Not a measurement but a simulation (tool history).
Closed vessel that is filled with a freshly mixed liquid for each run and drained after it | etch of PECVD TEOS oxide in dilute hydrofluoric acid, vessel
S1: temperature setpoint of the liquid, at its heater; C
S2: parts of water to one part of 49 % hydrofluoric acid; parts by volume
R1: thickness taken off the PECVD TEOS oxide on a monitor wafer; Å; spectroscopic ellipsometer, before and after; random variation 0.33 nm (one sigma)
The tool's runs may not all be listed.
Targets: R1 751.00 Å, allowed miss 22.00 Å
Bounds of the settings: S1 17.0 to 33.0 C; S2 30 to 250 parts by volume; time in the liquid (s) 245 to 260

Run 1, day 0.000: S1 25.0 C, S2 140 parts by volume, time in the liquid (s) 245. Result: R1 476.24 Å.
Run 2, day 0.262: S1 25.0 C, S2 140 parts by volume, time in the liquid (s) 245. Result: R1 467.70 Å.
Run 3, day 0.500: S1 25.0 C, S2 140 parts by volume, time in the liquid (s) 245. Result: R1 471.87 Å.
Run 4, day 0.829: S1 27.5 C, S2 130 parts by volume, time in the liquid (s) 245. Result: R1 562.72 Å.
Run 5, day 0.954: S1 27.5 C, S2 130 parts by volume, time in the liquid (s) 260. Result: R1 603.49 Å.
Run 6, day 1.083: S1 27.5 C, S2 180 parts by volume, time in the liquid (s) 260. Result: R1 410.20 Å.
Run 7, day 1.367: S1 29.0 C, S2 160 parts by volume, time in the liquid (s) 260. Result: R1 495.59 Å.
Run 8, day 1.504: S1 30.0 C, S2 145 parts by volume, time in the liquid (s) 260. Result: R1 583.49 Å.
At day 1.600: thermometer replaced.
Run 9, day 1.600: S1 31.0 C, S2 140 parts by volume, time in the liquid (s) 260. Result: R1 684.05 Å.
Run 10, day 1.792: S1 31.5 C, S2 140 parts by volume, time in the liquid (s) 260. Result: R1 696.56 Å.
Run 11, day 2.004: S1 32.0 C, S2 140 parts by volume, time in the liquid (s) 260. Result: R1 707.34 Å.
Run 12, day 2.238: S1 32.5 C, S2 140 parts by volume, time in the liquid (s) 260. Result: R1 721.45 Å.

Which of these 5 next moves meets every target?
Run A, day 2.471: S1 32.5 C, S2 135 parts by volume, time in the liquid (s) 245. Result: R1 ?.
Run B, day 2.471: S1 33.0 C, S2 150 parts by volume, time in the liquid (s) 260. Result: R1 ?.
Run C, day 2.471: S1 29.0 C, S2 130 parts by volume, time in the liquid (s) 260. Result: R1 ?.
Run D, day 2.471: S1 33.0 C, S2 130 parts by volume, time in the liquid (s) 245. Result: R1 ?.
Run E, day 2.471: S1 31.0 C, S2 135 parts by volume, time in the liquid (s) 245. Result: R1 ?.

move      R1
   A  711.00
   B  676.68
   C  695.05
   D  756.95
   E  673.87
A: further off than the last run
B: further off than the last run
C: further off than the last run
D: meets every target
E: further off than the last run
The right move is D.
